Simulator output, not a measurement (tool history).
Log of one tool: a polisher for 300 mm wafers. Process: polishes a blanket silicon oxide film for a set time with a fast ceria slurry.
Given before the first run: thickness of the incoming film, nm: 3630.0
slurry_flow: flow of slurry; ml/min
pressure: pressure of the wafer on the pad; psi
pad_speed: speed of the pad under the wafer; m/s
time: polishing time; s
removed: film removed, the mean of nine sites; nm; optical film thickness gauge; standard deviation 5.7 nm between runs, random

run 1 day=0.000 | slurry_flow=255 pressure=1.7 pad_speed=0.88 time=57 | removed=515.42
run 2 day=0.146 | slurry_flow=205 pressure=1.7 pad_speed=0.88 time=57 | removed=504.81
run 3 day=0.492 | slurry_flow=265 pressure=1.7 pad_speed=0.88 time=57 | removed=516.72
run 4 day=0.575 | slurry_flow=270 pressure=1.8 pad_speed=0.88 time=57 | removed=541.49
run 5 day=0.629 | slurry_flow=270 pressure=1.9 pad_speed=0.88 time=57 | removed=576.33
run 6 day=0.892 | slurry_flow=270 pressure=2.0 pad_speed=0.88 time=57 | removed=607.14
run 7 day=1.104 | slurry_flow=270 pressure=2.1 pad_speed=0.88 time=57 | removed=629.20
run 8 day=1.446 | slurry_flow=275 pressure=2.2 pad_speed=0.88 time=57 | removed=664.93
run 9 day=1.696 | slurry_flow=275 pressure=2.3 pad_speed=0.88 time=57 | removed=690.59
run 10 day=2.033 | slurry_flow=280 pressure=2.4 pad_speed=0.88 time=57 | removed=718.75
run 11 day=2.192 | slurry_flow=280 pressure=2.7 pad_speed=0.88 time=57 | removed=807.72

Forecast run 12:
run 12 day=2.492 | slurry_flow=285 pressure=2.7 pad_speed=0.88 time=57 | removed=?

{"run 12": {"removed": 801.77}}

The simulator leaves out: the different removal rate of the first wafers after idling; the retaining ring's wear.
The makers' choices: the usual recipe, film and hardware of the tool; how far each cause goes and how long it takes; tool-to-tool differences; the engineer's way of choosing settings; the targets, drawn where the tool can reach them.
